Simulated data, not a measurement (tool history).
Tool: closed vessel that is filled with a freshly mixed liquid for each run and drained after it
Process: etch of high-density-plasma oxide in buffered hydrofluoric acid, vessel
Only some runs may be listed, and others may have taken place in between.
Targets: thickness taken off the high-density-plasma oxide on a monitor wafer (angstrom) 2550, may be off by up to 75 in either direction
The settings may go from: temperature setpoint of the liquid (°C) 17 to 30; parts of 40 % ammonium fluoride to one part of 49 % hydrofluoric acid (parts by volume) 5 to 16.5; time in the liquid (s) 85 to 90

run	hour	temperature setpoint of the liquid (°C)	parts of 40 % ammonium fluoride to one part of 49 % hydrofluoric acid (parts by volume)	time in the liquid (s)	thickness taken off the high-density-plasma oxide on a monitor wafer (angstrom)
1	0	22	10	85	1474
2	7.9	22	10	90	1569
3	14.8	23.5	10	90	1673.4
4	18.4	23.5	10	85	1583.8
# hour 19.4: thermometer replaced
5	19.4	24.5	9.5	85	1527.8
6	26.4	24.5	9.5	85	1495.6
7	34.7	25.5	8.5	85	1760.2
8	37.1	29.5	7	85	2696.7

4 candidate next runs follow, results not yet known. Just one meets every target within its allowed miss. Identify it.
A	39.5	30	6.5	85	?
B	39.5	30	7	90	?
C	39.5	29	7	90	?
D	39.5	30	8	90	?

move	thickness taken off the high-density-plasma oxide on a monitor wafer (angstrom)
A	2944.9
B	2924.2
C	2774.5
D	2531.8
A: the biggest miss grows against the last run
B: the biggest miss grows against the last run
C: the biggest miss grows against the last run
D: each result inside its tolerance
The right move is D.

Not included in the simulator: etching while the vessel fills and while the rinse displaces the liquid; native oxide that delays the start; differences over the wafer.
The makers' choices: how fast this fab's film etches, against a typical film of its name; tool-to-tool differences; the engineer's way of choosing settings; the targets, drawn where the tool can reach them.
